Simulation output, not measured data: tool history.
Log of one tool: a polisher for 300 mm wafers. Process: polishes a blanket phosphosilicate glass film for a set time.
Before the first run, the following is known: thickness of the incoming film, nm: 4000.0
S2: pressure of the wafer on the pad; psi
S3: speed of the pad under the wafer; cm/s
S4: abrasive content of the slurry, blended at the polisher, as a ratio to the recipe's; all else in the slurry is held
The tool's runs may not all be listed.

Run 1, day 0: flow of slurry (ml/min) 265, S2 2.5 psi, S3 98 cm/s, S4 1, polishing time (s) 88. Result: film removed (angstrom) 4799.5.
Run 2, day 0.183: flow of slurry (ml/min) 265, S2 2.3 psi, S3 98 cm/s, S4 1, polishing time (s) 88. Result: film removed (angstrom) 4553.6.
Run 3, day 0.508: flow of slurry (ml/min) 265, S2 2.3 psi, S3 98 cm/s, S4 1, polishing time (s) 93. Result: film removed (angstrom) 4799.3.
Run 4, day 0.579: flow of slurry (ml/min) 220, S2 2.3 psi, S3 98 cm/s, S4 1, polishing time (s) 93. Result: film removed (angstrom) 4650.3.
Run 5, day 0.75: flow of slurry (ml/min) 220, S2 2.1 psi, S3 98 cm/s, S4 1, polishing time (s) 93. Result: film removed (angstrom) 4468.2.
Run 6, day 0.9: flow of slurry (ml/min) 220, S2 1.9 psi, S3 96 cm/s, S4 1, polishing time (s) 93. Result: film removed (angstrom) 4066.8.

Run 7 comes next. What will it give?
Run 7, day 1.258: flow of slurry (ml/min) 220, S2 1.8 psi, S3 96 cm/s, S4 1, polishing time (s) 93. Result: film removed (angstrom) ?.

{"run 7": {"film removed (angstrom)": 4084.4}}
